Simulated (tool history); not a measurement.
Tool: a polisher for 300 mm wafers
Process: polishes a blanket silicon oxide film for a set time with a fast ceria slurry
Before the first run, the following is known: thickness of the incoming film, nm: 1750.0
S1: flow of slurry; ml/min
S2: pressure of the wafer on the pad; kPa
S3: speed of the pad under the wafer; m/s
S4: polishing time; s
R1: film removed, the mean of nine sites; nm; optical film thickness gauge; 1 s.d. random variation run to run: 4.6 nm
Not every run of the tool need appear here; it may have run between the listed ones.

run	hour	S1	S2	S3	S4	R1
1	0	260	19.3	0.84	65	1008.3
2	6	260	22.8	0.84	65	1175.7
3	8	260	18.6	0.84	65	993.11
4	16.7	260	18.6	0.84	65	994.78
5	22	255	17.2	0.84	65	928.5
6	27.1	255	14.5	0.84	65	810.44
7	32.8	255	13.8	0.84	65	783.25

Forecast run 8:
8	33.4	255	13.1	0.84	65	?

R1: 753.06 nm
